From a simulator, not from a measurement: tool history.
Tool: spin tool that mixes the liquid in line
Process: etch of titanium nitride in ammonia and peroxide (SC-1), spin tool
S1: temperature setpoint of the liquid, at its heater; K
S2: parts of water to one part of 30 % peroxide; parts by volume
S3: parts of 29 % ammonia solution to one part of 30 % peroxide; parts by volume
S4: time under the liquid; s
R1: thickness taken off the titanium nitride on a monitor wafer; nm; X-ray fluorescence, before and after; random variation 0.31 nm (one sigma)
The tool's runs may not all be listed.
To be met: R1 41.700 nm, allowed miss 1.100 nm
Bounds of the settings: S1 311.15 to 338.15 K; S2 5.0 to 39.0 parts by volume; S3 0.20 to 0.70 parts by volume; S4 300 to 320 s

{"run": 1, "hour": 0.0, "S1": 322.15, "S2": 21.5, "S3": 0.4, "S4": 300, "R1": 18.878}
{"run": 2, "hour": 3.5, "S1": 322.15, "S2": 21.5, "S3": 0.45, "S4": 300, "R1": 19.189}
{"run": 3, "hour": 10.5, "S1": 328.65, "S2": 21.5, "S3": 0.45, "S4": 300, "R1": 30.444}
{"run": 4, "hour": 16.8, "S1": 328.65, "S2": 21.5, "S3": 0.45, "S4": 320, "R1": 32.903}
{"run": 5, "hour": 18.9, "S1": 329.15, "S2": 21.5, "S3": 0.45, "S4": 320, "R1": 33.359}
{"run": 6, "hour": 22.9, "S1": 329.15, "S2": 21.5, "S3": 0.45, "S4": 300, "R1": 31.175}
{"run": 7, "hour": 31.0, "S1": 330.15, "S2": 21.5, "S3": 0.45, "S4": 300, "R1": 32.984}
{"run": 8, "hour": 38.4, "S1": 330.65, "S2": 21.5, "S3": 0.45, "S4": 300, "R1": 34.6}
{"run": 9, "hour": 39.9, "S1": 331.15, "S2": 21.5, "S3": 0.45, "S4": 300, "R1": 35.594}
{"run": 10, "hour": 45.2, "S1": 331.65, "S2": 21.5, "S3": 0.45, "S4": 300, "R1": 37.198}
{"run": 11, "hour": 52.9, "S1": 332.15, "S2": 21.5, "S3": 0.45, "S4": 300, "R1": 38.765}
{"run": 12, "hour": 58.5, "S1": 332.65, "S2": 21.5, "S3": 0.45, "S4": 300, "R1": 39.537}

Which of these 4 next moves meets every target?
{"run": "A", "hour": 64.1, "S1": 333.15, "S2": 31.5, "S3": 0.55, "S4": 320, "R1": "?"}
{"run": "B", "hour": 64.1, "S1": 329.15, "S2": 16.5, "S3": 0.4, "S4": 320, "R1": "?"}
{"run": "C", "hour": 64.1, "S1": 331.15, "S2": 22.5, "S3": 0.45, "S4": 320, "R1": "?"}
{"run": "D", "hour": 64.1, "S1": 333.65, "S2": 26.0, "S3": 0.5, "S4": 320, "R1": "?"}

move=A R1=36.758
move=B R1=38.214
move=C R1=37.546
move=D R1=41.610
A: further off than the last run
B: further off than the last run
C: further off than the last run
D: meets every target
Move D is the one to make.
